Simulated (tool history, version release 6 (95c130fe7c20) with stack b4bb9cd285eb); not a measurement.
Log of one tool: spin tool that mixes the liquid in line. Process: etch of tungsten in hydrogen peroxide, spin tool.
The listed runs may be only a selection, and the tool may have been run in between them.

| run | day | temperature setpoint of the liquid (K) | concentration of hydrogen peroxide in the mixed liquid (% by weight) | time under the liquid (s) | thickness taken off the tungsten on a monitor wafer (angstrom) |
|---|---|---|---|---|---|
| 1 | 0.000 | 327.15 | 24 | 15 | 323.47 |
| 2 | 0.354 | 327.15 | 26 | 15 | 336.32 |
| 3 | 0.579 | 327.15 | 26 | 15 | 336.59 |
| 4 | 0.712 | 327.15 | 26 | 15 | 335.82 |
| 5 | 0.929 | 329.65 | 26 | 15 | 392.08 |
| 6 | 1.167 | 331.15 | 26 | 15 | 425.52 |
| 7 | 1.446 | 332.65 | 26 | 15 | 462.28 |
| 8 | 1.488 | 333.65 | 26 | 15 | 491.19 |
|  | 1.733 | new drum of peroxide connected |
| 9 | 1.733 | 334.65 | 26 | 15 | 537.95 |

Forecast run 10:
| 10 | 1.946 | 335.15 | 26 | 15 | ? |

thickness taken off the tungsten on a monitor wafer (angstrom): 554.79
